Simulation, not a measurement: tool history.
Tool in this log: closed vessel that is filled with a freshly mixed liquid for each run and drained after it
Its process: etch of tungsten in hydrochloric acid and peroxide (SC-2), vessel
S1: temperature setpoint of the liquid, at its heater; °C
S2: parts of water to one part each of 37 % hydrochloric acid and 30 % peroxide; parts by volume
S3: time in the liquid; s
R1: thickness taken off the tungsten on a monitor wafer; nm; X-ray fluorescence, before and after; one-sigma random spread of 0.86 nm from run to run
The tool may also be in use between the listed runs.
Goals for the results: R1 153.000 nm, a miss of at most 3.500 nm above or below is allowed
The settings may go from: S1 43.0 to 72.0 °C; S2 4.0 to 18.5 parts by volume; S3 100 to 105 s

run 1 day=0.000 | S1=59.0 S2=10.5 S3=100 | R1=52.857
run 2 day=0.150 | S1=63.0 S2=9.5 S3=100 | R1=73.539
run 3 day=0.483 | S1=63.0 S2=13.0 S3=100 | R1=56.683
run 4 day=0.550 | S1=63.0 S2=13.0 S3=105 | R1=59.517
run 5 day=0.708 | S1=57.0 S2=13.0 S3=105 | R1=40.740
run 6 day=0.854 | S1=57.0 S2=13.0 S3=100 | R1=38.860
run 7 day=1.104 | S1=61.5 S2=11.0 S3=100 | R1=59.710
run 8 day=1.304 | S1=64.5 S2=10.0 S3=100 | R1=76.906
run 9 day=1.675 | S1=72.0 S2=6.5 S3=100 | R1=171.900
run 10 day=1.804 | S1=71.5 S2=6.5 S3=100 | R1=166.410
run 11 day=1.996 | S1=71.0 S2=6.5 S3=100 | R1=161.720
run 12 day=2.200 | S1=70.5 S2=6.5 S3=100 | R1=157.510

Of the 4 settings listed for the next run, only one would bring every result within its allowed miss of target. Which one?
run A day=2.404 | S1=68.0 S2=5.5 S3=105 | R1=?
run B day=2.404 | S1=71.0 S2=7.5 S3=105 | R1=?
run C day=2.404 | S1=69.0 S2=5.5 S3=100 | R1=?
run D day=2.404 | S1=71.0 S2=6.5 S3=100 | R1=?

move=A R1=159.960
move=B R1=150.870
move=C R1=161.700
move=D R1=160.590
A: further off than the last run
B: all results in spec
C: further off than the last run
D: further off than the last run
B meets every target.

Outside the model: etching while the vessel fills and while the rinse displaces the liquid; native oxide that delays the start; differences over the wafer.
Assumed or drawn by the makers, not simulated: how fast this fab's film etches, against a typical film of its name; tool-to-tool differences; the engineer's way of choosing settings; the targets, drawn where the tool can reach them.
